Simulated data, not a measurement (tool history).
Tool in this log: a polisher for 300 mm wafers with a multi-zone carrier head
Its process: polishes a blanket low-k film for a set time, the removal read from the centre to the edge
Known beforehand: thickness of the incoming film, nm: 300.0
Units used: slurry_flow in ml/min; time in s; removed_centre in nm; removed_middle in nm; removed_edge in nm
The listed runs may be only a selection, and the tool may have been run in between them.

run	hour	slurry_flow	centre_zone	middle_zone	edge_zone	slurry_solids	time	removed_centre	removed_middle	removed_edge
1	0	220	1	1	1	1	50	19.452	19.544	19.416
2	2.2	210	0.99	0.96	0.97	0.95	50	18.216	18.301	18.573
3	8.7	210	0.99	0.96	0.97	0.8	50	16.562	16.444	16.566
4	17.2	200	1	0.94	0.97	0.8	50	17.088	15.833	16.429
5	23.1	195	0.99	0.93	0.97	0.8	50	16.62	15.705	16.446
6	27.6	195	0.99	0.93	0.97	1	50	19.037	18.159	18.754
7	32.9	195	0.99	0.93	0.97	1	50	18.099	17.829	18.804
8	36	185	1	0.91	0.94	0.95	50	17.814	17.342	17.82

For run 9, what comes out?
9	41.9	180	1	0.89	0.93	0.95	50	?	?	?

{"run 9": {"removed_centre": 17.857, "removed_middle": 16.543, "removed_edge": 17.476}}

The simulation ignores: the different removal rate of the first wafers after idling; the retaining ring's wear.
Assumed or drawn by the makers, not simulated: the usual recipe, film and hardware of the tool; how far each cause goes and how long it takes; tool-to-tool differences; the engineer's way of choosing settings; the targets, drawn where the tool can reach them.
